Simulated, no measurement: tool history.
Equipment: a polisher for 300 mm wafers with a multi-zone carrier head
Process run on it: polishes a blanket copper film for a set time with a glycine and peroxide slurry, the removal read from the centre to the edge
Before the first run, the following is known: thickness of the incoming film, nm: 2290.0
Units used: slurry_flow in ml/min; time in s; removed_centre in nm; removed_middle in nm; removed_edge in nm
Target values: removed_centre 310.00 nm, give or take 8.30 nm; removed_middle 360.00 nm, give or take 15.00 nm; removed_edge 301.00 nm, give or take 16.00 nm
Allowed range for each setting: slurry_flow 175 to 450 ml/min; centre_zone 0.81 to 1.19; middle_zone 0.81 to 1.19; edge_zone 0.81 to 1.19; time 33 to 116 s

run    day  slurry_flow  centre_zone  middle_zone  edge_zone  time  removed_centre  removed_middle  removed_edge
  1  0.000          290         1.00         1.00       1.00    74          397.32          401.30        381.77
  2  0.096          225         1.00         1.00       1.00    74          386.55          391.76        378.95
  3  0.129          245         0.98         1.02       0.96    70          360.77          374.53        356.94
  4  0.492          245         0.98         1.07       0.96    70          366.39          398.37        353.91
  5  0.771          245         0.98         1.07       0.96    89          466.42          506.40        462.69
  6  0.958          270         0.97         1.08       0.95    79          404.90          455.99        401.09
  7  1.121          285         0.97         1.08       0.94    73          371.84          415.78        369.21
  8  1.362          285         0.97         1.09       0.92    69          357.78          402.36        345.62
  9  1.529          290         0.96         1.09       0.90    66          338.33          384.61        323.62
 10  1.792          290         0.94         1.08       0.88    65          326.27          373.61        318.77
 11  1.946          290         0.93         1.08       0.86    64          320.58          369.27        303.84

5 next moves are on the table. One of them brings every result within its allowed miss. Which?
  A  2.100          275         0.99         1.15       0.96    59               ?               ?             ?
  B  2.100          335         0.95         1.19       0.81    57               ?               ?             ?
  C  2.100          255         0.88         1.12       0.90    61               ?               ?             ?
  D  2.100          315         0.96         1.12       0.83    56               ?               ?             ?
  E  2.100          285         1.00         1.18       0.81    58               ?               ?             ?

move  removed_centre  removed_middle  removed_edge
   A          311.50          356.36        302.43
   B          295.03          359.33        276.38
   C          290.49          358.52        303.78
   D          290.98          333.71        273.40
   E          309.68          359.10        279.02
A: in spec on every target
B: carries the result that was furthest off beyond its target, to the other side
C: carries the result that was furthest off beyond its target, to the other side
D: carries the result that was furthest off beyond its target, to the other side
E: the furthest-off result lands on target, but another misses its tolerance
Correct choice: A, which meets every target

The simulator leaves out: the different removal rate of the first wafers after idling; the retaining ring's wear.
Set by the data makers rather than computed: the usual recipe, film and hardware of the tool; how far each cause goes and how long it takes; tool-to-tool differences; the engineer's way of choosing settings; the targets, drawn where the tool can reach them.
